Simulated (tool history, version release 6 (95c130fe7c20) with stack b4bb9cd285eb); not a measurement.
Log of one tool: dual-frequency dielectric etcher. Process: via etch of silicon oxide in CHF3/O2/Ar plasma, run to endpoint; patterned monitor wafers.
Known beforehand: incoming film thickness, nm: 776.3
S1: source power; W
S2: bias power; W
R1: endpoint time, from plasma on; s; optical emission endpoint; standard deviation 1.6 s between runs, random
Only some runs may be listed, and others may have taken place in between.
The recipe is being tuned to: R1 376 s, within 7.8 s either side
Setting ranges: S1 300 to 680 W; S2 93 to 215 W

run,hour,S1,S2,R1
1,0,490,154,429.79
2,7.1,490,165,416.47
3,11.9,500,166,414.7
4,15.4,500,145,435.63
5,23,460,145,450.17
6,30.8,480,147,441.31
7,34.7,500,148,432.63
8,38.3,520,149,426.91
9,40.1,540,151,415.35
10,45.7,550,152,412.57

Which single option among these 5 for the next run brings every result within its allowed miss of target? Just one does.
A,51.3,560,171,?
B,51.3,610,172,?
C,51.3,590,160,?
D,51.3,510,138,?
E,51.3,540,168,?

move,R1
A,394.98
B,382.11
C,398.26
D,445.9
E,403.06
A: gains on the last run, yet a result remains outside its allowed miss
B: in spec on every target
C: gains on the last run, yet a result remains outside its allowed miss
D: misses by more than the last run did
E: gains on the last run, yet a result remains outside its allowed miss
The right move is B.
